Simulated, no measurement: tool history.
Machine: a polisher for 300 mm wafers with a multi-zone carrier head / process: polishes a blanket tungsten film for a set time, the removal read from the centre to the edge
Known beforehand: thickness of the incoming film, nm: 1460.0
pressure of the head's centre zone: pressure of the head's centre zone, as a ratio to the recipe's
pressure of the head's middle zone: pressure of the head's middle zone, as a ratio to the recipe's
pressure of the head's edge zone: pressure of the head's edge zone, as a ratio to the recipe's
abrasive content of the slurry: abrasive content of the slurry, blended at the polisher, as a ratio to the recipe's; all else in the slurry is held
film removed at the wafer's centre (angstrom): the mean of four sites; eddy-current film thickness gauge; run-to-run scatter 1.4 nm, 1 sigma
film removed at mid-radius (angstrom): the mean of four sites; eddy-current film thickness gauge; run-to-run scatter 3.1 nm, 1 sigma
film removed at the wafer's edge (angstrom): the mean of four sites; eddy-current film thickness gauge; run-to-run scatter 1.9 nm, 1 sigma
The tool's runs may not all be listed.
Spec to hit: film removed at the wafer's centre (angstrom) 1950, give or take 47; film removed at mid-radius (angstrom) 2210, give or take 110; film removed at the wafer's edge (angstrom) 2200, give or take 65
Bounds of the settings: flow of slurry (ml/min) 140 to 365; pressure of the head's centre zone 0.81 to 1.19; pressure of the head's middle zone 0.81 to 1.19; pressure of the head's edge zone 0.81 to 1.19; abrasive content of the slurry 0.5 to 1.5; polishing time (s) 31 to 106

| run | hour | flow of slurry (ml/min) | pressure of the head's centre zone | pressure of the head's middle zone | pressure of the head's edge zone | abrasive content of the slurry | polishing time (s) | film removed at the wafer's centre (angstrom) | film removed at mid-radius (angstrom) | film removed at the wafer's edge (angstrom) |
|---|---|---|---|---|---|---|---|---|---|---|
| 1 | 0 | 235 | 1 | 1 | 1 | 1 | 68 | 3091.2 | 3061.4 | 3143.8 |
| 2 | 2.5 | 235 | 1.05 | 1 | 1 | 1 | 68 | 3260.4 | 2986.6 | 3160.8 |
| 3 | 5.4 | 195 | 1.05 | 1 | 1 | 1 | 68 | 3126.2 | 2989.8 | 3037.4 |
| 4 | 9.4 | 195 | 1.05 | 1 | 1 | 1 | 85 | 3956.6 | 3733.3 | 3798 |
| 5 | 10.7 | 190 | 1.02 | 0.99 | 0.98 | 0.95 | 81 | 3586 | 3452.9 | 3560.1 |
| 6 | 11.7 | 190 | 1.02 | 0.99 | 0.98 | 0.95 | 64 | 2853.6 | 2742 | 2866.7 |
| 7 | 16.2 | 185 | 1 | 1 | 0.97 | 0.9 | 62 | 2667.8 | 2640.5 | 2692.5 |
| 8 | 23.9 | 180 | 0.98 | 1 | 0.96 | 0.85 | 62 | 2574.5 | 2623.3 | 2641.5 |
| 9 | 28.7 | 165 | 0.88 | 0.92 | 0.86 | 0.6 | 58 | 2002 | 2141.2 | 2221.7 |
| 10 | 37.5 | 165 | 0.88 | 0.92 | 0.86 | 0.6 | 58 | 1989.7 | 2075.4 | 2231.1 |
| 11 | 42.7 | 165 | 0.88 | 0.93 | 0.86 | 0.6 | 58 | 1995.8 | 2179.6 | 2243.1 |

5 candidate next runs follow, results not yet known. Just one meets every target within its allowed miss. Identify it.
| A | 47.9 | 160 | 0.9 | 0.81 | 0.9 | 0.7 | 58 | ? | ? | ? |
| B | 47.9 | 175 | 0.82 | 0.97 | 0.83 | 0.6 | 61 | ? | ? | ? |
| C | 47.9 | 220 | 0.84 | 0.93 | 0.82 | 0.5 | 57 | ? | ? | ? |
| D | 47.9 | 165 | 0.86 | 0.89 | 0.85 | 0.6 | 56 | ? | ? | ? |
| E | 47.9 | 180 | 0.86 | 0.83 | 0.93 | 0.5 | 60 | ? | ? | ? |

| move | film removed at the wafer's centre (angstrom) | film removed at mid-radius (angstrom) | film removed at the wafer's edge (angstrom) |
|---|---|---|---|
| A | 2084.7 | 1989.5 | 2324.9 |
| B | 1992.6 | 2418.8 | 2341.2 |
| C | 1938.6 | 2208.8 | 2185.8 |
| D | 1896.2 | 2044.9 | 2155.4 |
| E | 2019.3 | 2053.1 | 2369.5 |
A: misses by more than the last run did
B: brings the result that was furthest off to its target, and leaves another outside
C: every result lands within tolerance
D: takes the biggest miss from the last run beyond its target
E: misses by more than the last run did
C meets every target.
